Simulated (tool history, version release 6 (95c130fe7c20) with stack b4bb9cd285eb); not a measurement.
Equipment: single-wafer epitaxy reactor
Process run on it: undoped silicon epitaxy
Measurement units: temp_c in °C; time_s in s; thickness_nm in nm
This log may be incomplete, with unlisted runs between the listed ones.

Run 1, day 0: temp_c 670 °C, time_s 306 s. Result: thickness_nm 86.573 nm.
Run 2, day 0.208: temp_c 680 °C, time_s 306 s. Result: thickness_nm 109.16 nm.
Run 3, day 0.554: temp_c 687 °C, time_s 306 s. Result: thickness_nm 127.99 nm.
Run 4, day 0.808: temp_c 683 °C, time_s 305 s. Result: thickness_nm 115.78 nm.
Run 5, day 1.033: temp_c 689 °C, time_s 305 s. Result: thickness_nm 133.31 nm.
Run 6, day 1.383: temp_c 685 °C, time_s 304 s. Result: thickness_nm 120.07 nm.
Run 7, day 1.654: temp_c 685 °C, time_s 304 s. Result: thickness_nm 120.53 nm.
Run 8, day 1.738: temp_c 681 °C, time_s 303 s. Result: thickness_nm 109.54 nm.
Run 9, day 1.912: temp_c 677 °C, time_s 302 s. Result: thickness_nm 100.7 nm.
Run 10, day 2.112: temp_c 674 °C, time_s 301 s. Result: thickness_nm 92.373 nm.
Run 11, day 2.408: temp_c 674 °C, time_s 301 s. Result: thickness_nm 92.82 nm.
Run 12, day 2.554: temp_c 671 °C, time_s 300 s. Result: thickness_nm 87.614 nm.

What does the tool deliver on the next run?
Run 13, day 2.704: temp_c 668 °C, time_s 299 s. Result: thickness_nm ?.

{"run 13": {"thickness_nm": 80.308}}
